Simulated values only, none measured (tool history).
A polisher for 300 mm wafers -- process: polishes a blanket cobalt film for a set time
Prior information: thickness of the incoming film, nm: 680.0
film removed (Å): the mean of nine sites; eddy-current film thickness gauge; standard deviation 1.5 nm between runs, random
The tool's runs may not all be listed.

run,hour,flow of slurry (ml/min),pressure of the wafer on the pad (psi),speed of the pad under the wafer (cm/s),polishing time (s),film removed (Å)
1,0,165,1.5,128,60,2545.4
2,7.4,160,1.4,128,60,2402.2
3,12.4,160,1.6,128,60,2747
4,21.4,160,1.5,128,60,2552.1
5,28.7,180,1.5,128,60,2604.9
6,35.3,180,1.5,116,60,2356.4
7,41.5,180,1.4,116,60,2190

Expected results for the next run?
8,50.2,180,1.3,116,60,?

{"run 8": {"film removed (Å)": 2050.3}}
